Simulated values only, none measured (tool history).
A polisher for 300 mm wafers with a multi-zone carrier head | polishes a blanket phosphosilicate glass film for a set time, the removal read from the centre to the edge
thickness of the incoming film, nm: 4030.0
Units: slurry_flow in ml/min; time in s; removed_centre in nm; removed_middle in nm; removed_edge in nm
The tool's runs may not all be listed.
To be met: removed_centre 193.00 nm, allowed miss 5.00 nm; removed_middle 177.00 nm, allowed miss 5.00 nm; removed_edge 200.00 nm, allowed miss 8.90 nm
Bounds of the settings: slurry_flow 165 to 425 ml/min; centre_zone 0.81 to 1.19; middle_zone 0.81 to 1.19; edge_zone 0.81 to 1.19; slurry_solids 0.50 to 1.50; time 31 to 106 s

Run 1, hour 0.0: slurry_flow 275 ml/min, centre_zone 1.00, middle_zone 1.00, edge_zone 1.00, slurry_solids 1.00, time 68 s. Result: removed_centre 475.53 nm, removed_middle 469.72 nm, removed_edge 480.75 nm.
Run 2, hour 6.2: slurry_flow 275 ml/min, centre_zone 1.00, middle_zone 1.04, edge_zone 1.00, slurry_solids 1.00, time 68 s. Result: removed_centre 471.93 nm, removed_middle 488.56 nm, removed_edge 475.50 nm.
Run 3, hour 7.1: slurry_flow 275 ml/min, centre_zone 1.00, middle_zone 0.96, edge_zone 1.00, slurry_solids 1.00, time 68 s. Result: removed_centre 467.40 nm, removed_middle 454.78 nm, removed_edge 485.30 nm.
Run 4, hour 15.0: slurry_flow 275 ml/min, centre_zone 1.00, middle_zone 0.96, edge_zone 1.00, slurry_solids 0.85, time 68 s. Result: removed_centre 446.17 nm, removed_middle 423.17 nm, removed_edge 451.20 nm.
Run 5, hour 23.1: slurry_flow 250 ml/min, centre_zone 0.98, middle_zone 0.93, edge_zone 0.96, slurry_solids 0.75, time 59 s. Result: removed_centre 359.87 nm, removed_middle 340.05 nm, removed_edge 362.84 nm.
Run 6, hour 29.3: slurry_flow 240 ml/min, centre_zone 0.96, middle_zone 0.90, edge_zone 0.94, slurry_solids 0.70, time 52 s. Result: removed_centre 305.28 nm, removed_middle 283.72 nm, removed_edge 316.18 nm.
Run 7, hour 30.1: slurry_flow 235 ml/min, centre_zone 0.95, middle_zone 0.89, edge_zone 0.91, slurry_solids 0.65, time 47 s. Result: removed_centre 268.27 nm, removed_middle 245.11 nm, removed_edge 270.37 nm.
Run 8, hour 31.3: slurry_flow 235 ml/min, centre_zone 0.93, middle_zone 0.88, edge_zone 0.89, slurry_solids 0.60, time 45 s. Result: removed_centre 243.16 nm, removed_middle 231.23 nm, removed_edge 248.05 nm.
Run 9, hour 35.4: slurry_flow 225 ml/min, centre_zone 0.92, middle_zone 0.86, edge_zone 0.88, slurry_solids 0.60, time 43 s. Result: removed_centre 226.09 nm, removed_middle 215.72 nm, removed_edge 234.31 nm.
Run 10, hour 42.1: slurry_flow 225 ml/min, centre_zone 0.92, middle_zone 0.86, edge_zone 0.88, slurry_solids 0.60, time 43 s. Result: removed_centre 229.33 nm, removed_middle 215.90 nm, removed_edge 236.18 nm.
Run 11, hour 43.2: slurry_flow 215 ml/min, centre_zone 0.92, middle_zone 0.85, edge_zone 0.87, slurry_solids 0.60, time 42 s. Result: removed_centre 221.53 nm, removed_middle 207.94 nm, removed_edge 230.77 nm.
Run 12, hour 46.9: slurry_flow 210 ml/min, centre_zone 0.92, middle_zone 0.84, edge_zone 0.86, slurry_solids 0.60, time 41 s. Result: removed_centre 216.98 nm, removed_middle 199.76 nm, removed_edge 225.74 nm.
Run 13, hour 48.4: slurry_flow 210 ml/min, centre_zone 0.92, middle_zone 0.83, edge_zone 0.85, slurry_solids 0.60, time 41 s. Result: removed_centre 214.75 nm, removed_middle 196.37 nm, removed_edge 223.77 nm.
Run 14, hour 54.1: slurry_flow 210 ml/min, centre_zone 0.92, middle_zone 0.83, edge_zone 0.84, slurry_solids 0.60, time 41 s. Result: removed_centre 215.92 nm, removed_middle 199.38 nm, removed_edge 221.49 nm.
Run 15, hour 59.3: slurry_flow 210 ml/min, centre_zone 0.92, middle_zone 0.83, edge_zone 0.84, slurry_solids 0.60, time 41 s. Result: removed_centre 213.63 nm, removed_middle 194.76 nm, removed_edge 218.90 nm.

5 next moves are on the table. One of them brings every result within its allowed miss. Which?
Run A, hour 64.5: slurry_flow 190 ml/min, centre_zone 0.88, middle_zone 0.87, edge_zone 0.81, slurry_solids 0.65, time 37 s. Result: removed_centre ?, removed_middle ?, removed_edge ?.
Run B, hour 64.5: slurry_flow 255 ml/min, centre_zone 0.93, middle_zone 0.85, edge_zone 0.91, slurry_solids 0.75, time 33 s. Result: removed_centre ?, removed_middle ?, removed_edge ?.
Run C, hour 64.5: slurry_flow 225 ml/min, centre_zone 0.88, middle_zone 0.83, edge_zone 0.90, slurry_solids 0.50, time 42 s. Result: removed_centre ?, removed_middle ?, removed_edge ?.
Run D, hour 64.5: slurry_flow 185 ml/min, centre_zone 0.90, middle_zone 0.88, edge_zone 0.83, slurry_solids 0.55, time 39 s. Result: removed_centre ?, removed_middle ?, removed_edge ?.
Run E, hour 64.5: slurry_flow 200 ml/min, centre_zone 0.84, middle_zone 0.81, edge_zone 0.98, slurry_solids 0.65, time 39 s. Result: removed_centre ?, removed_middle ?, removed_edge ?.

move  removed_centre  removed_middle  removed_edge
   A          191.41          191.26        199.57
   B          193.21          180.51        201.09
   C          201.74          193.62        219.42
   D          193.31          191.50        200.19
   E          195.32          191.02        230.48
A: brings the result that was furthest off to its target, and leaves another outside
B: meets every target
C: nearer than the last run, and not there yet
D: brings the result that was furthest off to its target, and leaves another outside
E: brings the result that was furthest off to its target, and leaves another outside
The right move is B.
